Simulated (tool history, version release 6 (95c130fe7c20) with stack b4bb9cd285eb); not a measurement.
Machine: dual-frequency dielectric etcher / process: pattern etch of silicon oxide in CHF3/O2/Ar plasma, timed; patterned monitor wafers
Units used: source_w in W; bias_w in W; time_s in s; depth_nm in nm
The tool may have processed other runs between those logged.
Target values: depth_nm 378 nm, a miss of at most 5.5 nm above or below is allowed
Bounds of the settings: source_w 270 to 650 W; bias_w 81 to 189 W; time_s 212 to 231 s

| run | day | source_w | bias_w | time_s | depth_nm |
|---|---|---|---|---|---|
| 1 | 0 | 460 | 135 | 231 | 339.12 |
| 2 | 0.267 | 500 | 136 | 231 | 354.98 |
| 3 | 0.421 | 500 | 136 | 231 | 353.98 |
| 4 | 0.796 | 470 | 136 | 231 | 344.19 |
| 5 | 0.917 | 500 | 137 | 231 | 354.2 |
| 6 | 1.146 | 500 | 146 | 231 | 361.66 |
| 7 | 1.304 | 510 | 146 | 231 | 363.13 |
| 8 | 1.471 | 520 | 147 | 231 | 367.97 |
| 9 | 1.746 | 530 | 147 | 231 | 371.17 |

Below are 4 possible settings for the next run. Only one of them brings all results inside the allowed miss of their targets. Which is it?
| A | 2.021 | 550 | 136 | 227 | ? |
| B | 2.021 | 620 | 129 | 228 | ? |
| C | 2.021 | 540 | 150 | 225 | ? |
| D | 2.021 | 490 | 156 | 228 | ? |

| move | depth_nm |
|---|---|
| A | 363.16 |
| B | 379.58 |
| C | 367.12 |
| D | 359.87 |
A: lands further from the targets than the last run did
B: every result lands within tolerance
C: lands further from the targets than the last run did
D: lands further from the targets than the last run did
The right move is B.

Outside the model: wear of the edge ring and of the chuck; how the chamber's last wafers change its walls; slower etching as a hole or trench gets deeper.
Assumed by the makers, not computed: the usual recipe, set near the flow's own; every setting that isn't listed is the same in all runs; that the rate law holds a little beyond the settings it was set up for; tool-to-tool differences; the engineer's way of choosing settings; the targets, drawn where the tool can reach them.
